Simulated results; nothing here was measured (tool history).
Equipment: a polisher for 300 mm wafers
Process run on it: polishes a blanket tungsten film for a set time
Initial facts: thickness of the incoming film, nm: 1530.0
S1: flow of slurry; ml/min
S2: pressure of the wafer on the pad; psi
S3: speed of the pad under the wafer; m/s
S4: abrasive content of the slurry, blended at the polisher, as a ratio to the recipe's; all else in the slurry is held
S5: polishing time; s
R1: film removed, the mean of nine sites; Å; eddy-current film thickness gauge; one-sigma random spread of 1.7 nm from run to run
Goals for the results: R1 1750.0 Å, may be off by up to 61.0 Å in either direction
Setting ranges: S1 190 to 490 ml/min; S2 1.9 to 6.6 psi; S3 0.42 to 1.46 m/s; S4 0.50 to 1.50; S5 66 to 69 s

run 1 day=0.000 | S1=315 S2=4.2 S3=0.94 S4=1.00 S5=66 | R1=3109.2
run 2 day=0.092 | S1=260 S2=4.2 S3=0.94 S4=1.00 S5=66 | R1=3048.5
run 3 day=0.225 | S1=260 S2=4.2 S3=0.82 S4=1.00 S5=66 | R1=2654.9
run 4 day=0.408 | S1=260 S2=3.9 S3=0.82 S4=1.00 S5=66 | R1=2495.9
run 5 day=0.479 | S1=260 S2=3.9 S3=0.82 S4=1.15 S5=66 | R1=2514.6
run 6 day=0.504 | S1=260 S2=3.3 S3=0.82 S4=1.15 S5=66 | R1=2209.3
run 7 day=0.804 | S1=260 S2=2.1 S3=0.80 S4=1.15 S5=66 | R1=1407.3
run 8 day=1.133 | S1=260 S2=2.1 S3=0.80 S4=1.15 S5=66 | R1=1422.4

Of the 5 settings listed for the next run, only one would bring every result within its allowed miss of target. Which one?
run A day=1.462 | S1=250 S2=2.7 S3=0.70 S4=1.25 S5=66 | R1=?
run B day=1.462 | S1=285 S2=2.1 S3=0.84 S4=1.25 S5=69 | R1=?
run C day=1.462 | S1=220 S2=2.5 S3=0.80 S4=1.25 S5=69 | R1=?
run D day=1.462 | S1=210 S2=2.2 S3=0.88 S4=1.10 S5=68 | R1=?
run E day=1.462 | S1=280 S2=2.5 S3=0.74 S4=1.20 S5=69 | R1=?

move=A R1=1590.3
move=B R1=1592.4
move=C R1=1744.4
move=D R1=1619.7
move=E R1=1631.0
A: closer than the last run, but not yet in spec
B: closer than the last run, but not yet in spec
C: meets every target
D: closer than the last run, but not yet in spec
E: closer than the last run, but not yet in spec
Correct choice: C, which meets every target
